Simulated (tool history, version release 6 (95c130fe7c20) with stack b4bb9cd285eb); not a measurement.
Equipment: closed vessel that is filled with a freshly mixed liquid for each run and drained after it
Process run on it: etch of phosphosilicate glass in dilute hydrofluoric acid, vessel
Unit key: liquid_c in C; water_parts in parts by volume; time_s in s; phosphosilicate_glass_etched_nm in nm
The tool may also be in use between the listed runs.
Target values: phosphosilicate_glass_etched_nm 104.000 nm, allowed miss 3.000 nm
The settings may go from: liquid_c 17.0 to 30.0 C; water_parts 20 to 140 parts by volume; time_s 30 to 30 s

| run | hour | liquid_c | water_parts | time_s | phosphosilicate_glass_etched_nm |
|---|---|---|---|---|---|
| 1 | 0.0 | 22.0 | 75 | 30 | 65.675 |
| 2 | 3.1 | 20.0 | 75 | 30 | 59.810 |
| 3 | 3.8 | 20.0 | 75 | 30 | 60.342 |
| 4 | 11.1 | 17.0 | 75 | 30 | 53.314 |
| 5 | 16.6 | 20.0 | 75 | 30 | 60.371 |
| 6 | 20.2 | 22.0 | 75 | 30 | 65.665 |
| 7 | 23.7 | 23.5 | 75 | 30 | 68.582 |
| 8 | 27.8 | 23.5 | 75 | 30 | 70.302 |
| 9 | 28.6 | 24.5 | 75 | 30 | 71.918 |
| 10 | 31.7 | 25.5 | 75 | 30 | 75.457 |
| 11 | 33.1 | 26.5 | 75 | 30 | 78.853 |
| 12 | 37.3 | 27.0 | 75 | 30 | 80.637 |
| 13 | 41.9 | 27.5 | 75 | 30 | 81.488 |
| 14 | 48.7 | 27.5 | 75 | 30 | 80.860 |
| 15 | 53.4 | 28.0 | 75 | 30 | 83.850 |

Which one of the following 4 next-run settings gets every result inside its allowed miss? There is exactly one.
| A | 58.1 | 30.0 | 70 | 30 | ? |
| B | 58.1 | 28.5 | 70 | 30 | ? |
| C | 58.1 | 26.0 | 50 | 30 | ? |
| D | 58.1 | 27.5 | 60 | 30 | ? |

| move | phosphosilicate_glass_etched_nm |
|---|---|
| A | 96.709 |
| B | 91.247 |
| C | 118.980 |
| D | 103.820 |
A: moves toward the targets from the last run without getting all of them in spec
B: moves toward the targets from the last run without getting all of them in spec
C: the result that was furthest off in the last run now lies on the other side of its target
D: each result inside its tolerance
So the answer is move D, the one that meets all the targets.

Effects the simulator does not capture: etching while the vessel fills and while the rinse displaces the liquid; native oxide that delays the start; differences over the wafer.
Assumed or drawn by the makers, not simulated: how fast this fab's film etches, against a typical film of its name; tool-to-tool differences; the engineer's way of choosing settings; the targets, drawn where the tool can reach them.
